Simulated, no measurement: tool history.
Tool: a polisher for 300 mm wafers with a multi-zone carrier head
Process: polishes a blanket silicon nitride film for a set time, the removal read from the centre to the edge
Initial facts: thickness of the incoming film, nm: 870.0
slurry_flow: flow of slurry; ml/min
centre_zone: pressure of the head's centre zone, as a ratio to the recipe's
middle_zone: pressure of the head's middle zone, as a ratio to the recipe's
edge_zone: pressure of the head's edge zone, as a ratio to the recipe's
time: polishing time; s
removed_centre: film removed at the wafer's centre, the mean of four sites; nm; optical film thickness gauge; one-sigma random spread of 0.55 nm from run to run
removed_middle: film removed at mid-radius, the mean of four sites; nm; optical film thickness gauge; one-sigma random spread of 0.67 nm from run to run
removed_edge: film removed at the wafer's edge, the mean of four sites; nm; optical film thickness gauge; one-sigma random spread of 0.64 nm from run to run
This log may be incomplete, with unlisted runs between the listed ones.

run  hour  slurry_flow  centre_zone  middle_zone  edge_zone  time  removed_centre  removed_middle  removed_edge
  1   0.0          295         1.00         1.00       1.00    54          93.970          93.062        93.341
  2   5.7          295         1.00         1.00       0.96    54          91.598          95.275        90.181
  3  13.3          295         1.00         1.00       0.92    54          93.541          92.130        88.855
  4  15.5          295         0.94         1.00       0.92    54          88.125          93.991        88.867
  5  19.6          290         0.93         0.98       0.92    51          80.176          88.057        83.776
  6  25.7          290         0.93         1.03       0.92    51          81.450          91.822        84.011
  7  27.6          260         0.95         0.93       0.92    36          57.244          57.175        60.252
  8  33.2          260         0.95         0.93       0.92    36          56.645          58.558        57.048
  9  39.9          255         0.95         0.92       0.92    36          57.183          59.307        59.000
 10  44.8          260         0.95         0.91       0.92    35          55.710          54.564        57.117
 11  46.5          255         0.94         0.90       0.91    35          54.756          56.714        56.793
 12  55.3          255         0.94         0.89       0.92    34          53.418          51.741        55.368

Run 13 is up next; what results do you expect?
 13  63.2          245         0.92         0.87       0.90    33               ?               ?             ?

removed_centre: 51.125 nm
removed_middle: 50.563 nm
removed_edge: 51.857 nm

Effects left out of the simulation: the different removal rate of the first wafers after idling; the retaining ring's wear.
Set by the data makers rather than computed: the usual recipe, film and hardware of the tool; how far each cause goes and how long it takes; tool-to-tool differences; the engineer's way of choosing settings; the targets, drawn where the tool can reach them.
